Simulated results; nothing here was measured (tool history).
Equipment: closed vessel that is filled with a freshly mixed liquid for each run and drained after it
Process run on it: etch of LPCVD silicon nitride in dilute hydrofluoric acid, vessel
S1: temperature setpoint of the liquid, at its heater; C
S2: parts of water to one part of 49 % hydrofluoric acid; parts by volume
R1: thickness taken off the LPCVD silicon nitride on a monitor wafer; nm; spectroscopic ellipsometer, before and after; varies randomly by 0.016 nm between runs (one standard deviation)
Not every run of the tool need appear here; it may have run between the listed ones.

Run 1, hour 0.0: S1 24 C, S2 70 parts by volume, time in the liquid (s) 775. Result: R1 4.9454 nm.
Run 2, hour 8.6: S1 24 C, S2 70 parts by volume, time in the liquid (s) 775. Result: R1 4.9385 nm.
Run 3, hour 13.0: S1 23 C, S2 70 parts by volume, time in the liquid (s) 775. Result: R1 4.6180 nm.
Run 4, hour 19.5: S1 22 C, S2 70 parts by volume, time in the liquid (s) 775. Result: R1 4.3372 nm.
Run 5, hour 22.5: S1 21 C, S2 70 parts by volume, time in the liquid (s) 775. Result: R1 4.0381 nm.
Run 6, hour 23.1: S1 21 C, S2 50 parts by volume, time in the liquid (s) 775. Result: R1 5.6262 nm.

Predict the results of run 7:
Run 7, hour 28.8: S1 21 C, S2 50 parts by volume, time in the liquid (s) 775. Result: R1 ?.

R1: 5.6165 nm
